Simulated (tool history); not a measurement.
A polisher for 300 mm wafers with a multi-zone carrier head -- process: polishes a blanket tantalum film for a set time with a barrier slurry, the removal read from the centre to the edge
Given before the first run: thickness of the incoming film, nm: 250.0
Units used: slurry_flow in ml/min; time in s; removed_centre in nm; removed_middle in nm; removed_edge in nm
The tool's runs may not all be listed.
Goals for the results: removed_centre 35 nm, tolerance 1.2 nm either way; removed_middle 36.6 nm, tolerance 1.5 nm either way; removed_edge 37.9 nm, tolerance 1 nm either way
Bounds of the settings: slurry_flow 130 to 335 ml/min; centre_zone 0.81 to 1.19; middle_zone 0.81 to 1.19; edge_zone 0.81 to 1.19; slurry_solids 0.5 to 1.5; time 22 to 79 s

| run | hour | slurry_flow | centre_zone | middle_zone | edge_zone | slurry_solids | time | removed_centre | removed_middle | removed_edge |
|---|---|---|---|---|---|---|---|---|---|---|
| 1 | 0 | 215 | 1 | 1 | 1 | 1 | 50 | 66.192 | 68.747 | 67.205 |
| 2 | 4.5 | 215 | 1.08 | 1 | 1 | 1 | 50 | 71.741 | 68.397 | 67.684 |
| 3 | 7.5 | 215 | 1.08 | 1 | 1 | 1 | 43 | 61.729 | 59.914 | 57.903 |
| 4 | 13.9 | 210 | 1.05 | 0.98 | 0.99 | 0.95 | 42 | 57.483 | 56.869 | 54.998 |
| 5 | 20.4 | 210 | 1.05 | 0.98 | 0.99 | 1.05 | 42 | 60.176 | 57.988 | 57.247 |
| 6 | 26.5 | 210 | 1.05 | 0.98 | 0.92 | 1.05 | 42 | 59.268 | 56.199 | 55.44 |
| 7 | 32.1 | 205 | 1.03 | 0.96 | 0.91 | 1 | 41 | 56.551 | 54.969 | 53.235 |
| 8 | 39 | 200 | 1.02 | 0.94 | 0.94 | 0.95 | 39 | 51.538 | 50.343 | 50.425 |
| 9 | 44.8 | 195 | 1.01 | 0.93 | 0.93 | 0.9 | 38 | 49.132 | 46.734 | 47.321 |
| 10 | 46.1 | 190 | 0.99 | 0.92 | 0.92 | 0.85 | 38 | 46.288 | 45.233 | 46.464 |
| 11 | 54.5 | 190 | 0.98 | 0.92 | 0.91 | 0.8 | 38 | 45.676 | 44.303 | 44.464 |
| 12 | 55.9 | 185 | 0.96 | 0.91 | 0.9 | 0.75 | 38 | 43.336 | 41.976 | 43.176 |
| 13 | 62.6 | 180 | 0.94 | 0.91 | 0.89 | 0.75 | 38 | 42.59 | 42.928 | 42.576 |
| 14 | 70.9 | 175 | 0.93 | 0.9 | 0.88 | 0.75 | 38 | 42.406 | 42.16 | 43.215 |
| 15 | 75 | 175 | 0.92 | 0.9 | 0.88 | 0.7 | 38 | 39.02 | 40.013 | 40.986 |
| 16 | 76.7 | 175 | 0.91 | 0.9 | 0.87 | 0.7 | 38 | 39.204 | 40.767 | 40.979 |
| 17 | 77.8 | 175 | 0.9 | 0.89 | 0.86 | 0.7 | 38 | 38.961 | 40.571 | 41.278 |
| 18 | 86.3 | 170 | 0.9 | 0.89 | 0.86 | 0.7 | 38 | 39.125 | 40.139 | 41.172 |
| 19 | 89.9 | 170 | 0.89 | 0.89 | 0.86 | 0.7 | 38 | 39.055 | 40.943 | 40.635 |
| 20 | 98.1 | 170 | 0.88 | 0.88 | 0.86 | 0.7 | 38 | 37.719 | 39.608 | 40.986 |
| 21 | 100.1 | 170 | 0.88 | 0.88 | 0.85 | 0.7 | 38 | 38.147 | 39.618 | 40.749 |

5 candidate next runs follow, results not yet known. Just one meets every target within its allowed miss. Identify it.
| A | 102.1 | 235 | 0.86 | 0.87 | 0.88 | 0.5 | 40 | ? | ? | ? |
| B | 102.1 | 235 | 1 | 0.99 | 0.81 | 0.6 | 39 | ? | ? | ? |
| C | 102.1 | 155 | 1 | 0.87 | 0.81 | 0.55 | 40 | ? | ? | ? |
| D | 102.1 | 225 | 0.87 | 0.86 | 0.86 | 0.5 | 44 | ? | ? | ? |
| E | 102.1 | 135 | 0.94 | 0.98 | 0.81 | 0.8 | 35 | ? | ? | ? |

| move | removed_centre | removed_middle | removed_edge |
|---|---|---|---|
| A | 34.644 | 36.185 | 37.756 |
| B | 42.816 | 43.732 | 39.774 |
| C | 38.566 | 35.71 | 36.927 |
| D | 38.227 | 39.192 | 41.023 |
| E | 37.062 | 40.126 | 37.869 |
A: every result within its allowed miss
B: the biggest miss grows against the last run
C: puts the biggest miss on target and leaves a different result outside tolerance
D: the biggest miss grows against the last run
E: puts the biggest miss on target and leaves a different result outside tolerance
A is the move that brings every result within its allowed miss.

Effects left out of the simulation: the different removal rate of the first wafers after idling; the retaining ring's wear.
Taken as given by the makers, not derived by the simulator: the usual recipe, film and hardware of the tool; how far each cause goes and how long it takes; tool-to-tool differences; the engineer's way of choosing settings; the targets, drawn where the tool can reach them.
